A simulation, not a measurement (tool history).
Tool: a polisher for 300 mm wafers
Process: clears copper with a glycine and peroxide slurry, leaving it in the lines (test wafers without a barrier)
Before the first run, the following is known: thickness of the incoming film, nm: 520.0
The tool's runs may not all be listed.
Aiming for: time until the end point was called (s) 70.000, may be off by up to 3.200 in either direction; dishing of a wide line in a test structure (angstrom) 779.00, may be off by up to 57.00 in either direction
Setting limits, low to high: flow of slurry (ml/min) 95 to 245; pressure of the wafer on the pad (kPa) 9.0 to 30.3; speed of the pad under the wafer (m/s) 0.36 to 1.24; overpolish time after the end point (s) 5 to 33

run,hour,flow of slurry (ml/min),pressure of the wafer on the pad (kPa),speed of the pad under the wafer (m/s),overpolish time after the end point (s),time until the end point was called (s),dishing of a wide line in a test structure (angstrom)
1,0.0,155,19.3,0.80,17,99.873,588.77
2,2.4,155,19.3,0.80,11,98.035,415.78
3,6.6,155,19.3,0.80,15,98.600,523.94
4,8.2,155,19.3,0.80,11,95.907,417.90
5,8.8,135,19.3,0.80,11,99.789,413.18
6,17.1,140,22.1,0.80,13,91.640,505.32
7,25.6,140,22.1,0.80,13,91.422,483.71
8,31.4,145,24.1,0.82,15,83.446,599.32

Exactly one of the 4 candidate moves below puts every result within its allowed miss. Which one?
A,37.2,210,27.6,0.86,18,?,?
B,37.2,130,22.8,1.10,15,?,?
C,37.2,135,22.8,0.94,16,?,?
D,37.2,140,20.7,1.00,16,?,?

move,time until the end point was called (s),dishing of a wide line in a test structure (angstrom)
A,70.630,804.01
B,71.253,695.27
C,80.234,672.62
D,80.663,667.20
A: meets every target
B: gets the furthest-off result to its target, but another result is out of tolerance
C: closer than the last run, but not yet in spec
D: closer than the last run, but not yet in spec
A is the move that brings every result within its allowed miss.

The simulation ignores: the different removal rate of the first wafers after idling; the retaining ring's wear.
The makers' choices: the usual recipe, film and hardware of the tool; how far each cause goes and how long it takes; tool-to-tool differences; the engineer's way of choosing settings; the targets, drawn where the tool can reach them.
